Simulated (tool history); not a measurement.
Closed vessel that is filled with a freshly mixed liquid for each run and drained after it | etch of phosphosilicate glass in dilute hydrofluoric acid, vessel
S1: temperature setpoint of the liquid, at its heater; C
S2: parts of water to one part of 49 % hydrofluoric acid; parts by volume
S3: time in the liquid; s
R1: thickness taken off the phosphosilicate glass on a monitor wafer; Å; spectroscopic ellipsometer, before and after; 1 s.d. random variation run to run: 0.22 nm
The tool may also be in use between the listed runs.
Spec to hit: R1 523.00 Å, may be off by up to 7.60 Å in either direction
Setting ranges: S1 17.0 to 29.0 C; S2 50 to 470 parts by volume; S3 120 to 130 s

run,hour,S1,S2,S3,R1
1,0.0,21.0,260,120,392.91
2,7.9,23.0,260,120,424.48
3,11.4,23.0,305,120,341.47
4,17.8,26.0,305,120,383.54
5,18.9,26.0,340,120,332.15
6,21.8,23.0,340,120,297.57
7,26.0,27.0,255,120,499.47
8,30.6,27.5,255,120,505.55
9,35.8,28.0,255,120,515.35

Next run, 5 choices. One meets every target within its allowed miss, the rest don't. Which?
A,41.0,28.5,260,120,?
B,41.0,25.5,240,120,?
C,41.0,28.5,255,120,?
D,41.0,28.0,260,120,?
E,41.0,22.5,220,120,?

move,R1
A,511.67
B,510.74
C,524.62
D,503.10
E,510.26
A: further off than the last run
B: further off than the last run
C: each result inside its tolerance
D: further off than the last run
E: further off than the last run
C meets every target.
